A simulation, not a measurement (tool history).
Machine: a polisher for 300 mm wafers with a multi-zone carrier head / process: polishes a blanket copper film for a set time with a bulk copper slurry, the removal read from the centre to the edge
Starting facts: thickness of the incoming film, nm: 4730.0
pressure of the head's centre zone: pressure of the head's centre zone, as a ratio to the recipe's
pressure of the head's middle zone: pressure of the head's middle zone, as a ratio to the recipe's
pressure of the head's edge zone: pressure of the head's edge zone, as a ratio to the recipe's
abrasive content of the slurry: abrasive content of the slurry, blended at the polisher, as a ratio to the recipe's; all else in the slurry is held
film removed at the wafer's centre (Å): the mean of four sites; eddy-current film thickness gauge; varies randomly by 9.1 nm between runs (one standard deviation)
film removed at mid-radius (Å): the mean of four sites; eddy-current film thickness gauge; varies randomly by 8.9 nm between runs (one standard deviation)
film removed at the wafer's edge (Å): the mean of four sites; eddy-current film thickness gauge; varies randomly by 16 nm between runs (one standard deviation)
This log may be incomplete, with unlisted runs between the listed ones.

run	hour	flow of slurry (ml/min)	pressure of the head's centre zone	pressure of the head's middle zone	pressure of the head's edge zone	abrasive content of the slurry	polishing time (s)	film removed at the wafer's centre (Å)	film removed at mid-radius (Å)	film removed at the wafer's edge (Å)
1	0	125	1	1	1	1	82	9855.9	9788.9	9544.6
2	4.2	125	1	1	0.94	1	82	9916.9	9885.6	9244.2
3	11.2	130	1.01	1	1.01	1.15	87	11089	10854	10736
4	19.7	130	1.01	0.96	1.01	1.15	87	10981	10527	10601
5	24.6	140	1.02	0.98	1.06	1.25	89	11816	11359	11568
6	32.5	145	1.03	0.98	1.1	1.3	92	12648	11880	12172
7	40.3	150	1.02	0.97	1.13	1.35	95	13175	12305	13299
8	47.8	160	1.02	0.98	1.15	1.4	95	13433	12814	13410
9	49.2	165	1.02	0.97	1.16	1.45	96	13906	12942	13765
10	50.9	165	1.01	0.97	1.17	1.45	97	13704	13223	14117
11	58.6	170	1.01	0.96	1.18	1.45	98	13981	13268	14517

Run 12 has not been measured yet. What should we expect?
12	66.3	175	1.01	0.96	1.18	1.45	98	?	?	?

Run 12 gave film removed at the wafer's centre (Å) 14022, film removed at mid-radius (Å) 13152, film removed at the wafer's edge (Å) 14272.
